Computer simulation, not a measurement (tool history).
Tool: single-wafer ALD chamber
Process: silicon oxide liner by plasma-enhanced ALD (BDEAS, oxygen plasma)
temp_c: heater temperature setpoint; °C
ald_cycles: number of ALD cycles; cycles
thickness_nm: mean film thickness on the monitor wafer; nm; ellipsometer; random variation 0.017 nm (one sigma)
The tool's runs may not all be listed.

run	hour	temp_c	ald_cycles	thickness_nm
1	0	320	59	5.098
2	4.7	321	58	5.01
3	9.9	332	58	4.8775
4	10.8	338	58	4.8797
5	19.6	344	58	4.8161
6	27.6	339	58	4.8713

The next listed run, before its measurement:
7	31.1	339	57	?

thickness_nm: 4.7661 nm
